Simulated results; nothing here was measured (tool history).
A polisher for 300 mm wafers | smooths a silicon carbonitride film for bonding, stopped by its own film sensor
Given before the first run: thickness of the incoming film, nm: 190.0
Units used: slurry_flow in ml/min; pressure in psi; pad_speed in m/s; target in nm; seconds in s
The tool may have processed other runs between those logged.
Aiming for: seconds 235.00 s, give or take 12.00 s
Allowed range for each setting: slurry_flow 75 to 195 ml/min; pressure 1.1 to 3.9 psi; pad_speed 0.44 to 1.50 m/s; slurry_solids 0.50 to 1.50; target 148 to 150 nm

run	hour	slurry_flow	pressure	pad_speed	slurry_solids	target	seconds
1	0.0	125	2.5	0.96	1.00	150	144.50
2	1.8	125	2.8	0.96	1.00	150	129.21
3	9.6	125	2.8	0.96	1.20	150	115.80
4	11.6	125	2.8	0.96	1.20	148	121.50
5	17.6	125	2.8	0.96	1.20	150	113.06
6	19.5	150	2.8	0.96	1.20	150	109.06
# hour 23.5: slurry blender recalibrated
7	23.5	150	2.6	0.96	1.20	150	97.98
8	30.6	140	2.6	0.90	1.20	150	100.39
9	38.1	140	1.9	0.62	1.10	149	181.72
10	42.8	135	1.9	0.62	1.10	149	186.07
11	49.1	130	1.9	0.62	1.10	149	186.63
12	55.7	125	1.9	0.62	1.10	149	186.79
13	62.6	125	1.9	0.62	1.10	149	189.20
14	71.5	120	1.9	0.62	1.10	149	192.81
15	74.3	115	1.9	0.62	1.10	149	193.75
16	76.6	115	1.8	0.62	1.10	149	199.25

Which single option among these 4 for the next run brings every result within its allowed miss of target? Just one does.
A	78.9	90	1.7	0.78	0.85	148	?
B	78.9	115	1.7	0.78	1.25	150	?
C	78.9	115	2.1	0.74	1.00	150	?
D	78.9	145	2.4	0.64	0.90	150	?

move	seconds
A	228.96
B	166.34
C	157.43
D	153.83
A: all results land within tolerance of their targets
B: the biggest miss grows against the last run
C: the biggest miss grows against the last run
D: the biggest miss grows against the last run
A is the move that brings every result within its allowed miss.
